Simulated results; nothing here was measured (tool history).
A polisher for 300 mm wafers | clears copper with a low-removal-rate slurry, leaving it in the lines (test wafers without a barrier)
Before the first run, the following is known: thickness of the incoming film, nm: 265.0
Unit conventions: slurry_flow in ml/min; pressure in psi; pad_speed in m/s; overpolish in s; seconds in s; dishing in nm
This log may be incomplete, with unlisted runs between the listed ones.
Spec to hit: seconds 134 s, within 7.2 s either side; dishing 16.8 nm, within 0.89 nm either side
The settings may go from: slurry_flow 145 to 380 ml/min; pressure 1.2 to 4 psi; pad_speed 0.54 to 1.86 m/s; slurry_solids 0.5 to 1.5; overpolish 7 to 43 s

run  hour  slurry_flow  pressure  pad_speed  slurry_solids  overpolish  seconds  dishing
  1     0          245       2.6       1.18              1          22   114.62   36.558
  2   3.7          295       2.6       1.18              1          22   113.68   35.775
  3    11          295       2.6       1.18              1          27   113.71   42.783
  4  12.5          295       2.6       1.18              1          31   112.38   47.383
  5  17.1          310       2.5       1.18              1          27   114.88   41.881
  6  20.9          255       2.5       1.18              1          27    115.7   41.297
  7  25.9          255       2.3       1.22              1          23   122.93   35.527
  8  27.6          280       2.3       1.16           1.05          20   124.49   30.672
     28.7  -- worn pad replaced by a new one
  9  28.7          290       2.2       1.16            1.1          18   113.14    30.25
 10  33.1          295         2       1.14            1.1          16    124.5   25.276
 11  34.2          300       1.9       1.14            1.1          15   130.31   23.036
 12  38.9          300       1.8       1.16            1.1           7   131.77   11.091
 13    44          295       1.8       1.14           1.15           7   131.07   11.144
 14  50.2          295       1.8       1.12           1.15          17   134.47     24.8

Exercise: of the 4 proposed moves below, exactly one satisfies all targets within the stated allowed misses. Which move is it?
  A  56.4          265         2       1.02            1.1          29        ?        ?
  B  56.4          290       1.7          1            1.1          13        ?        ?
  C  56.4          290       1.6        1.1            0.8          15        ?        ?
  D  56.4          280       2.1          1            1.2          11        ?        ?

move  seconds  dishing
   A   136.27   38.273
   B   153.77   16.876
   C   155.34   19.039
   D   131.21   16.824
A: misses by more than the last run did
B: brings the last run's worst result on target, with another outside its allowed miss
C: nearer the targets than the last run, but a result is still out of spec
D: in spec on every target
D meets every target.
